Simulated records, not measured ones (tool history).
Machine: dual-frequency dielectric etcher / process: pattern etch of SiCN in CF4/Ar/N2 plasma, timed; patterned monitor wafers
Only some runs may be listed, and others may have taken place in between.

run	day	source power (W)	bias power (W)	Ar flow (sccm)	CF4 flow (sccm)	etch time (s)	mean etch depth across the wafer (angstrom)
1	0.000	510	84	139	72	146.0	1342.8
2	0.162	510	76	139	72	146.0	1283.2
3	0.346	510	82	139	72	146.0	1328.1
4	0.517	520	82	139	72	146.0	1349.3
5	0.617	530	82	139	72	146.0	1364.1
6	0.933	540	82	139	72	146.0	1375.5
7	1.079	550	82	139	72	146.0	1403.6

Run 8 comes next. What will it give?
8	1.283	560	82	139	72	146.0	?

mean etch depth across the wafer (angstrom): 1422.0

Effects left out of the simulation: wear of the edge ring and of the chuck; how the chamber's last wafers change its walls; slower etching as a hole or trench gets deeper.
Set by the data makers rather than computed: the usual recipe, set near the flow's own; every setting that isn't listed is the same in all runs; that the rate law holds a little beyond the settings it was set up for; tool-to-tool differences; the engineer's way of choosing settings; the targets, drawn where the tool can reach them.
